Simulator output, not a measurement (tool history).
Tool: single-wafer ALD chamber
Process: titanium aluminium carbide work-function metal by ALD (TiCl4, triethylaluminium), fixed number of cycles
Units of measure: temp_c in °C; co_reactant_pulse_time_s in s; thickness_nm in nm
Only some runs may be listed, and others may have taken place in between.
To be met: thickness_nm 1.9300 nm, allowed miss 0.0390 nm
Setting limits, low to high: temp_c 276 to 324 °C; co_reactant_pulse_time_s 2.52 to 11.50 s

run 1 day=0.000 | temp_c=300 co_reactant_pulse_time_s=7.01 | thickness_nm=1.7209
run 2 day=0.279 | temp_c=305 co_reactant_pulse_time_s=7.01 | thickness_nm=1.7314
run 3 day=0.429 | temp_c=305 co_reactant_pulse_time_s=7.81 | thickness_nm=1.7885
run 4 day=0.538 | temp_c=306 co_reactant_pulse_time_s=8.06 | thickness_nm=1.8103
run 5 day=0.825 | temp_c=312 co_reactant_pulse_time_s=8.06 | thickness_nm=1.8288
run 6 day=1.179 | temp_c=312 co_reactant_pulse_time_s=7.03 | thickness_nm=1.7994
run 7 day=1.242 | temp_c=314 co_reactant_pulse_time_s=7.25 | thickness_nm=1.8260
run 8 day=1.317 | temp_c=315 co_reactant_pulse_time_s=7.40 | thickness_nm=1.8227
run 9 day=1.658 | temp_c=316 co_reactant_pulse_time_s=7.62 | thickness_nm=1.8466
run 10 day=1.912 | temp_c=317 co_reactant_pulse_time_s=7.77 | thickness_nm=1.8706
run 11 day=2.071 | temp_c=318 co_reactant_pulse_time_s=7.84 | thickness_nm=1.8637
run 12 day=2.300 | temp_c=319 co_reactant_pulse_time_s=7.98 | thickness_nm=1.8770

Consider the 5 candidate settings below. Which is the only one whose results all fall within their allowed miss of target?
run A day=2.529 | temp_c=317 co_reactant_pulse_time_s=6.59 | thickness_nm=?
run B day=2.529 | temp_c=309 co_reactant_pulse_time_s=6.53 | thickness_nm=?
run C day=2.529 | temp_c=307 co_reactant_pulse_time_s=9.27 | thickness_nm=?
run D day=2.529 | temp_c=323 co_reactant_pulse_time_s=8.70 | thickness_nm=?
run E day=2.529 | temp_c=315 co_reactant_pulse_time_s=6.68 | thickness_nm=?

move=A thickness_nm=1.8189
move=B thickness_nm=1.7632
move=C thickness_nm=1.8477
move=D thickness_nm=1.9428
move=E thickness_nm=1.8101
A: lands further from the targets than the last run did
B: lands further from the targets than the last run did
C: lands further from the targets than the last run did
D: in spec on every target
E: lands further from the targets than the last run did
Go with D: it meets all targets.
